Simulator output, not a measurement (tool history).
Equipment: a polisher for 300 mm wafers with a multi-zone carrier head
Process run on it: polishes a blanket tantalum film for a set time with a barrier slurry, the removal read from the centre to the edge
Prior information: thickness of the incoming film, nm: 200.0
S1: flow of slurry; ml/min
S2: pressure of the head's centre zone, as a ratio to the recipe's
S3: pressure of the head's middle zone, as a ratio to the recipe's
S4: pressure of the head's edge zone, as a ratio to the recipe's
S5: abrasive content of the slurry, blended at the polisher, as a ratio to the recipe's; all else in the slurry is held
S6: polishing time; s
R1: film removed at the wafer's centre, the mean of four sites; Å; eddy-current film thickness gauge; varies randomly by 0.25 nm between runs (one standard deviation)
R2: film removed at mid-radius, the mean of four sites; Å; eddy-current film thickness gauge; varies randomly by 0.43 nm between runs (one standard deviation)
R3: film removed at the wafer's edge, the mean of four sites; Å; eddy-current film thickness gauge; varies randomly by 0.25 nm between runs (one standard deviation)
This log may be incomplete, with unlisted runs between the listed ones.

run	hour	S1	S2	S3	S4	S5	S6	R1	R2	R3
1	0.0	185	1.00	1.00	1.00	1.00	41	310.99	326.06	314.37
2	0.6	185	1.00	0.95	1.00	1.00	41	316.59	305.80	313.53
3	6.3	185	1.00	0.95	1.00	1.00	50	380.56	364.97	381.34
4	6.9	185	1.00	0.95	1.00	1.20	50	408.33	393.45	405.96
5	13.7	185	0.98	0.97	0.95	1.00	48	356.71	351.27	357.94
6	18.6	185	0.97	1.00	0.92	0.85	47	315.72	334.42	313.12
7	22.7	175	0.95	0.99	0.89	0.85	47	314.20	331.87	309.62
8	23.9	170	0.92	0.98	0.87	0.80	47	286.83	320.51	296.93

The next listed run, before its measurement:
9	26.7	165	0.92	0.97	0.85	0.80	47	?	?	?

R1: 290.29 Å
R2: 311.75 Å
R3: 299.37 Å
